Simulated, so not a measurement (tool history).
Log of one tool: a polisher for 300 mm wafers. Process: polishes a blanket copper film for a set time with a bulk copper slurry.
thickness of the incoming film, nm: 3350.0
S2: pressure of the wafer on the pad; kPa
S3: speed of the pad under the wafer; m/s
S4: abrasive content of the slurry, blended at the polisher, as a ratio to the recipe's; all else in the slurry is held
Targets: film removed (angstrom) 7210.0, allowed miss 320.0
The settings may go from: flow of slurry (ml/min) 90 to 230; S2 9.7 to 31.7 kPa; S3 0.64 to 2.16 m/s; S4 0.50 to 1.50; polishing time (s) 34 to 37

run 1 hour=0.0 | flow_of_slurry_(ml/min)=150 S2=20.7 S3=1.40 S4=1.00 polishing_time_(s)=37 | film_removed_(angstrom)=4067.1
run 2 hour=4.8 | flow_of_slurry_(ml/min)=150 S2=24.1 S3=1.42 S4=1.00 polishing_time_(s)=37 | film_removed_(angstrom)=4626.3
run 3 hour=8.7 | flow_of_slurry_(ml/min)=150 S2=20.0 S3=1.42 S4=1.00 polishing_time_(s)=37 | film_removed_(angstrom)=4025.9
run 4 hour=13.2 | flow_of_slurry_(ml/min)=185 S2=20.0 S3=1.42 S4=1.00 polishing_time_(s)=37 | film_removed_(angstrom)=4157.8
run 5 hour=15.5 | flow_of_slurry_(ml/min)=185 S2=23.4 S3=1.48 S4=1.00 polishing_time_(s)=37 | film_removed_(angstrom)=4915.3
run 6 hour=16.1 | flow_of_slurry_(ml/min)=185 S2=23.4 S3=1.48 S4=1.00 polishing_time_(s)=37 | film_removed_(angstrom)=5054.0
run 7 hour=16.9 | flow_of_slurry_(ml/min)=190 S2=26.2 S3=1.50 S4=1.00 polishing_time_(s)=37 | film_removed_(angstrom)=5404.8
run 8 hour=19.7 | flow_of_slurry_(ml/min)=190 S2=27.6 S3=1.56 S4=1.00 polishing_time_(s)=37 | film_removed_(angstrom)=5926.3
run 9 hour=23.3 | flow_of_slurry_(ml/min)=190 S2=29.0 S3=1.60 S4=1.00 polishing_time_(s)=37 | film_removed_(angstrom)=6324.7
run 10 hour=27.3 | flow_of_slurry_(ml/min)=190 S2=29.6 S3=1.62 S4=1.00 polishing_time_(s)=37 | film_removed_(angstrom)=6438.2

5 next moves are on the table. One of them brings every result within its allowed miss. Which?
run A hour=31.3 | flow_of_slurry_(ml/min)=185 S2=31.7 S3=1.58 S4=1.00 polishing_time_(s)=36 | film_removed_(angstrom)=?
run B hour=31.3 | flow_of_slurry_(ml/min)=200 S2=23.4 S3=2.16 S4=0.90 polishing_time_(s)=37 | film_removed_(angstrom)=?
run C hour=31.3 | flow_of_slurry_(ml/min)=130 S2=30.3 S3=1.62 S4=1.10 polishing_time_(s)=37 | film_removed_(angstrom)=?
run D hour=31.3 | flow_of_slurry_(ml/min)=220 S2=28.3 S3=2.06 S4=0.95 polishing_time_(s)=37 | film_removed_(angstrom)=?
run E hour=31.3 | flow_of_slurry_(ml/min)=180 S2=29.6 S3=1.52 S4=0.95 polishing_time_(s)=36 | film_removed_(angstrom)=?

move=A film_removed_(angstrom)=6391.3
move=B film_removed_(angstrom)=6978.2
move=C film_removed_(angstrom)=6182.4
move=D film_removed_(angstrom)=7911.5
move=E film_removed_(angstrom)=5727.4
A: further off than the last run
B: meets every target
C: further off than the last run
D: takes the result that was furthest off past its target
E: further off than the last run
Answer: B
